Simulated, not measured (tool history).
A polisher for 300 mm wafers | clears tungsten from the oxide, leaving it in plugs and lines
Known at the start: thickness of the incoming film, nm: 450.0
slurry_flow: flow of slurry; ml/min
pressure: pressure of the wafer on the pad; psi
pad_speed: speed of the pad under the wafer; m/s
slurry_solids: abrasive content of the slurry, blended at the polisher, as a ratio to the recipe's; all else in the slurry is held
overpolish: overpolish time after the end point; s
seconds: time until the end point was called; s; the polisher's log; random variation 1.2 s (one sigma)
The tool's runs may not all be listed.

run 1 hour=0.0 | slurry_flow=165 pressure=4.5 pad_speed=1.36 slurry_solids=1.0 overpolish=14 | seconds=67.424
run 2 hour=6.6 | slurry_flow=165 pressure=4.5 pad_speed=1.36 slurry_solids=1.0 overpolish=14 | seconds=66.196
run 3 hour=9.1 | slurry_flow=165 pressure=4.3 pad_speed=1.36 slurry_solids=1.0 overpolish=14 | seconds=69.100
run 4 hour=15.3 | slurry_flow=165 pressure=4.1 pad_speed=1.36 slurry_solids=1.0 overpolish=14 | seconds=72.483
run 5 hour=20.7 | slurry_flow=165 pressure=4.1 pad_speed=1.36 slurry_solids=1.0 overpolish=15 | seconds=73.472
run 6 hour=29.1 | slurry_flow=165 pressure=4.0 pad_speed=1.36 slurry_solids=1.0 overpolish=15 | seconds=74.303
run 7 hour=30.1 | slurry_flow=165 pressure=3.9 pad_speed=1.36 slurry_solids=1.0 overpolish=15 | seconds=74.794

Forecast run 8:
run 8 hour=35.3 | slurry_flow=165 pressure=3.8 pad_speed=1.36 slurry_solids=1.0 overpolish=15 | seconds=?

seconds: 79.279 s
